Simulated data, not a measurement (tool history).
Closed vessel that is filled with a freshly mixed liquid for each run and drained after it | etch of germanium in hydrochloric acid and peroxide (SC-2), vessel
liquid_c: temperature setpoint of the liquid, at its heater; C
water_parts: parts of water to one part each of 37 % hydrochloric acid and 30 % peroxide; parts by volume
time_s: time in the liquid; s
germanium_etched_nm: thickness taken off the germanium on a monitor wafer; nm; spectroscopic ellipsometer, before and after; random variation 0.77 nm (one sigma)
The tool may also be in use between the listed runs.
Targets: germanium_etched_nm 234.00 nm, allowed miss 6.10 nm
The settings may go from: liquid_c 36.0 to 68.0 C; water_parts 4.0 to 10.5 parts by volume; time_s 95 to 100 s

run 1 hour=0.0 | liquid_c=52.0 water_parts=5.5 time_s=95 | germanium_etched_nm=324.97
run 2 hour=5.2 | liquid_c=49.5 water_parts=5.5 time_s=95 | germanium_etched_nm=301.05
run 3 hour=6.6 | liquid_c=47.5 water_parts=5.5 time_s=95 | germanium_etched_nm=281.69
run 4 hour=15.9 | liquid_c=47.5 water_parts=7.5 time_s=95 | germanium_etched_nm=277.38
run 5 hour=21.1 | liquid_c=46.0 water_parts=7.5 time_s=95 | germanium_etched_nm=265.64
run 6 hour=24.6 | liquid_c=46.0 water_parts=8.5 time_s=95 | germanium_etched_nm=264.06
run 7 hour=28.9 | liquid_c=45.0 water_parts=8.5 time_s=95 | germanium_etched_nm=255.36
run 8 hour=35.2 | liquid_c=41.5 water_parts=8.5 time_s=95 | germanium_etched_nm=226.07

Which of these 4 next moves meets every target?
run A hour=41.5 | liquid_c=44.0 water_parts=7.5 time_s=95 | germanium_etched_nm=?
run B hour=41.5 | liquid_c=41.0 water_parts=9.0 time_s=100 | germanium_etched_nm=?
run C hour=41.5 | liquid_c=42.5 water_parts=8.0 time_s=100 | germanium_etched_nm=?
run D hour=41.5 | liquid_c=45.0 water_parts=8.0 time_s=95 | germanium_etched_nm=?

move=A germanium_etched_nm=248.89
move=B germanium_etched_nm=234.18
move=C germanium_etched_nm=248.27
move=D germanium_etched_nm=256.17
A: takes the result that was furthest off past its target
B: meets every target
C: takes the result that was furthest off past its target
D: takes the result that was furthest off past its target
Move B is the one to make.
